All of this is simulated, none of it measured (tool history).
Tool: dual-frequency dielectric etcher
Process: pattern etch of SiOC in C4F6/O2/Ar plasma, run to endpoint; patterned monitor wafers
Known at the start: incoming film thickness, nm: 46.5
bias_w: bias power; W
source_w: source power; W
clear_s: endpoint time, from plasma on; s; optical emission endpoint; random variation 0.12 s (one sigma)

run 1 day=0.000 | bias_w=397 source_w=420 | clear_s=16.163
run 2 day=0.179 | bias_w=397 source_w=460 | clear_s=15.422
run 3 day=0.200 | bias_w=352 source_w=460 | clear_s=16.197
run 4 day=0.296 | bias_w=352 source_w=520 | clear_s=15.266
run 5 day=0.662 | bias_w=393 source_w=520 | clear_s=14.528
run 6 day=0.775 | bias_w=361 source_w=500 | clear_s=15.454

Run 7 comes next. What will it give?
run 7 day=1.142 | bias_w=361 source_w=500 | clear_s=?

Run 7 gave clear_s 15.324 s.

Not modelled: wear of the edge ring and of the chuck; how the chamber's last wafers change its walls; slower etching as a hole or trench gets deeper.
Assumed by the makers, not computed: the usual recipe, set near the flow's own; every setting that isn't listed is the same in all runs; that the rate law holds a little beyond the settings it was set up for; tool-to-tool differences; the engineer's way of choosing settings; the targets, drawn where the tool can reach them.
